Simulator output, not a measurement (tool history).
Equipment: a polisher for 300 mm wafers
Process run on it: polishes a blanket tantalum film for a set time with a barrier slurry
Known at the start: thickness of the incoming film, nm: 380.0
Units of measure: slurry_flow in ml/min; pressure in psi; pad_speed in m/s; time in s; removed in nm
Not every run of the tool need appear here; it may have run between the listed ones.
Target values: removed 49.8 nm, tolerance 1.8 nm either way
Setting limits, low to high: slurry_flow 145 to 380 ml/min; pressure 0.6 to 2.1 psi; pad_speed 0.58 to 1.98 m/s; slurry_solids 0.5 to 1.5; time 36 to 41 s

Run 1, day 0: slurry_flow 245 ml/min, pressure 1.3 psi, pad_speed 1.28 m/s, slurry_solids 1, time 41 s. Result: removed 70.596 nm.
Run 2, day 0.279: slurry_flow 245 ml/min, pressure 1.3 psi, pad_speed 1.28 m/s, slurry_solids 0.8, time 41 s. Result: removed 65.852 nm.
Run 3, day 0.492: slurry_flow 245 ml/min, pressure 1.2 psi, pad_speed 1.28 m/s, slurry_solids 0.8, time 41 s. Result: removed 62.775 nm.
Run 4, day 0.662: slurry_flow 245 ml/min, pressure 1.2 psi, pad_speed 1.52 m/s, slurry_solids 0.8, time 41 s. Result: removed 75.113 nm.
Run 5, day 0.838: slurry_flow 245 ml/min, pressure 1 psi, pad_speed 1.52 m/s, slurry_solids 0.8, time 41 s. Result: removed 63.372 nm.
Run 6, day 1.1: slurry_flow 245 ml/min, pressure 1 psi, pad_speed 1.52 m/s, slurry_solids 0.8, time 41 s. Result: removed 63.11 nm.
Run 7, day 1.325: slurry_flow 240 ml/min, pressure 0.6 psi, pad_speed 1.5 m/s, slurry_solids 0.8, time 41 s. Result: removed 39.387 nm.
At day 1.538: head pressure recalibrated.
Run 8, day 1.538: slurry_flow 255 ml/min, pressure 0.8 psi, pad_speed 1.5 m/s, slurry_solids 0.8, time 41 s. Result: removed 46.924 nm.
Run 9, day 1.812: slurry_flow 245 ml/min, pressure 0.8 psi, pad_speed 1.5 m/s, slurry_solids 0.8, time 41 s. Result: removed 46.241 nm.

Consider the 5 candidate settings below. Which is the only one whose results all fall within their allowed miss of target?
Run A, day 2.088: slurry_flow 225 ml/min, pressure 0.8 psi, pad_speed 1.44 m/s, slurry_solids 1.15, time 40 s. Result: removed ?.
Run B, day 2.088: slurry_flow 245 ml/min, pressure 0.8 psi, pad_speed 1.5 m/s, slurry_solids 0.85, time 40 s. Result: removed ?.
Run C, day 2.088: slurry_flow 220 ml/min, pressure 1 psi, pad_speed 1.4 m/s, slurry_solids 1, time 38 s. Result: removed ?.
Run D, day 2.088: slurry_flow 300 ml/min, pressure 0.7 psi, pad_speed 1.66 m/s, slurry_solids 0.85, time 38 s. Result: removed ?.
Run E, day 2.088: slurry_flow 230 ml/min, pressure 0.8 psi, pad_speed 1.42 m/s, slurry_solids 1.3, time 36 s. Result: removed ?.

move  removed
   A   46.611
   B   46.274
   C   51.135
   D   43.982
   E   42.395
A: nearer than the last run, and not there yet
B: as far off as the last run
C: in spec on every target
D: moves away from the targets compared with the last run
E: moves away from the targets compared with the last run
The right move is C.
